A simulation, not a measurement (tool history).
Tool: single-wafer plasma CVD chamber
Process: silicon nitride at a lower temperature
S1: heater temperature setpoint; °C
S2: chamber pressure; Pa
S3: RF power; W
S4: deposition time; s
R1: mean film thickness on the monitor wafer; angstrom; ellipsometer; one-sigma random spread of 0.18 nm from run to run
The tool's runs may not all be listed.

run	day	S1	S2	S3	S4	R1
1	0.000	375	223	285	37.1	437.95
2	0.246	375	247	285	37.1	451.60
3	0.504	375	237	280	37.1	438.72
4	0.767	368	237	280	37.1	440.60
5	0.842	368	228	275	37.1	429.29
6	1.096	368	220	270	37.1	421.08
# day 1.175: thermocouple changed; heater temperature recalibrated
7	1.175	368	176	235	37.1	351.99

Expected results for the next run?
8	1.296	368	179	235	37.1	?

Logged for run 8: R1 354.84 angstrom.
